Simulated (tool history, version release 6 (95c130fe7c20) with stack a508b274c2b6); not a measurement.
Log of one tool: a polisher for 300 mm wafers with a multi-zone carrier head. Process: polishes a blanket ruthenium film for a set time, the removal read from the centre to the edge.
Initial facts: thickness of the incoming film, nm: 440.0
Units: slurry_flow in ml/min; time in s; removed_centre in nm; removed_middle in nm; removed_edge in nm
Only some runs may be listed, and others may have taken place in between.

| run | hour | slurry_flow | centre_zone | middle_zone | edge_zone | time | removed_centre | removed_middle | removed_edge |
|---|---|---|---|---|---|---|---|---|---|
| 1 | 0 | 160 | 1 | 1 | 1 | 73 | 122.63 | 126.52 | 125 |
| 2 | 1.1 | 160 | 1 | 1 | 0.98 | 70 | 117.89 | 119.44 | 119.19 |
| 3 | 8 | 160 | 1 | 1.01 | 0.96 | 67 | 114.56 | 117.41 | 112.89 |
| 4 | 11.8 | 155 | 0.99 | 1.01 | 0.94 | 65 | 108.65 | 109.22 | 107.44 |
| 5 | 15.7 | 150 | 0.98 | 1.02 | 0.92 | 64 | 105.06 | 108.59 | 105.12 |
| 6 | 17.1 | 120 | 0.98 | 1.02 | 0.92 | 64 | 99.457 | 104.87 | 101.29 |
| 7 | 19.9 | 120 | 0.98 | 1.03 | 0.91 | 63 | 94.986 | 104.4 | 97.793 |
| 8 | 26.5 | 120 | 0.99 | 1.03 | 0.9 | 63 | 97.833 | 103.99 | 98.274 |

What will run 9 give?
| 9 | 27.1 | 115 | 1 | 1.04 | 0.82 | 57 | ? | ? | ? |

Logged for run 9: removed_centre 88.598 nm, removed_middle 94.834 nm, removed_edge 84.833 nm.
